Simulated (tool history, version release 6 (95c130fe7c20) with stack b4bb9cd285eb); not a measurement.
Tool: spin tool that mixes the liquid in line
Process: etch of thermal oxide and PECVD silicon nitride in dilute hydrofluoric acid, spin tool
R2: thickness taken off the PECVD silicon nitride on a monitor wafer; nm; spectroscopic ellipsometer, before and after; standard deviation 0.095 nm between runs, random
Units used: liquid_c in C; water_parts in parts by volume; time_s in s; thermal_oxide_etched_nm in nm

run 1 hour=0 | liquid_c=22 water_parts=240 time_s=180 | thermal_oxide_etched_nm=2.8069 R2=3.2086
run 2 hour=7.4 | liquid_c=23.5 water_parts=205 time_s=180 | thermal_oxide_etched_nm=3.5889 R2=4.0456
run 3 hour=14 | liquid_c=23.5 water_parts=205 time_s=230 | thermal_oxide_etched_nm=4.6136 R2=5.2333
run 4 hour=16.1 | liquid_c=26.5 water_parts=205 time_s=230 | thermal_oxide_etched_nm=5.2039 R2=6.2698
run 5 hour=21 | liquid_c=29.5 water_parts=205 time_s=230 | thermal_oxide_etched_nm=5.5253 R2=7.5333
run 6 hour=29.6 | liquid_c=29.5 water_parts=155 time_s=230 | thermal_oxide_etched_nm=7.8361 R2=9.9039
run 7 hour=30.7 | liquid_c=29.5 water_parts=145 time_s=230 | thermal_oxide_etched_nm=8.8318 R2=10.704

Run 8, settings as shown, results not yet in. Your forecast:
run 8 hour=33.1 | liquid_c=29.5 water_parts=140 time_s=230 | thermal_oxide_etched_nm=? R2=?

{"run 8": {"thermal_oxide_etched_nm": 8.8731, "R2": 11.095}}
